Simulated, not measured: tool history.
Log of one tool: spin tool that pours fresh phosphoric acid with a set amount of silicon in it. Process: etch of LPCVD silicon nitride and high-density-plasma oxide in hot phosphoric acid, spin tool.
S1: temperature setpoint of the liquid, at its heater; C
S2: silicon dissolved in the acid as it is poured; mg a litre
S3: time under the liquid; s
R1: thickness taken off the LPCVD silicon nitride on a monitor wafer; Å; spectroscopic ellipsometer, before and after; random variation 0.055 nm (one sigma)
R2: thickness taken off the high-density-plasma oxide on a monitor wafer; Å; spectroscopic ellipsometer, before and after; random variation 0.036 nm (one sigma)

| run | hour | S1 | S2 | S3 | R1 | R2 |
|---|---|---|---|---|---|---|
| 1 | 0.0 | 162.0 | 10.0 | 95 | 97.060 | 4.5157 |
| 2 | 6.1 | 162.0 | 10.0 | 130 | 132.340 | 5.7480 |
| 3 | 9.1 | 161.5 | 9.5 | 130 | 129.240 | 5.5212 |
| 4 | 14.4 | 162.5 | 9.5 | 130 | 134.270 | 5.6629 |
| 5 | 23.2 | 161.5 | 9.5 | 130 | 131.230 | 6.1111 |
| 6 | 31.7 | 161.5 | 9.5 | 95 | 94.909 | 4.4147 |
| 7 | 34.5 | 162.0 | 9.5 | 95 | 97.142 | 4.1793 |
| 8 | 40.4 | 162.0 | 9.5 | 95 | 95.521 | 4.5209 |

Forecast run 9:
| 9 | 42.9 | 162.5 | 10.0 | 100 | ? | ? |

{"run 9": {"R1": 103.91, "R2": 4.7241}}

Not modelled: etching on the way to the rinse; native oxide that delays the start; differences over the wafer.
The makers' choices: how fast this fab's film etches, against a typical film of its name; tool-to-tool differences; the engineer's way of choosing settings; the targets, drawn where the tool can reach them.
